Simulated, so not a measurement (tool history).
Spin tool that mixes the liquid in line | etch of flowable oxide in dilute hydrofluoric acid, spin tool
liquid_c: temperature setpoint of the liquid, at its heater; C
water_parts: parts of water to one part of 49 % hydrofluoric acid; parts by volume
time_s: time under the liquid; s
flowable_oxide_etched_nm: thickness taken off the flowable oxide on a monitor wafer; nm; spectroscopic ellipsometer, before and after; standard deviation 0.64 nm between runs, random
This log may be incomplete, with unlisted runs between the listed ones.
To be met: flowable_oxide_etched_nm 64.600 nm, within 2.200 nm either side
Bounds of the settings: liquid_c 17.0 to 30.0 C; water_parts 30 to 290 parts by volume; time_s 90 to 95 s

run  hour  liquid_c  water_parts  time_s  flowable_oxide_etched_nm
  1   0.0      22.0          160      90                    29.661
  2   1.7      24.0          140      90                    37.618
  3   9.4      25.5          125      90                    44.309
  4  10.8      25.5          165      90                    32.137
  5  17.3      26.5          145      90                    39.134
  6  25.5      27.5          130      90                    46.054
  7  26.2      27.5          130      90                    46.552
  8  33.7      30.0           90      90                    77.753
  9  40.0      29.0           90      90                    74.438
 10  46.7      28.0           90      90                    72.191
 11  55.0      27.0           90      90                    69.376
 12  57.4      26.5           90      90                    68.226

Which of these 5 next moves meets every target?
  A  59.8      26.0           80      90                         ?
  B  59.8      27.0           95      90                         ?
  C  59.8      26.5           90      95                         ?
  D  59.8      26.5           85      90                         ?
  E  59.8      23.0           80      95                         ?

move  flowable_oxide_etched_nm
   A                    76.609
   B                    65.859
   C                    72.405
   D                    73.089
   E                    71.675
A: further off than the last run
B: every result lands within tolerance
C: further off than the last run
D: further off than the last run
E: further off than the last run
Go with B: it meets all targets.
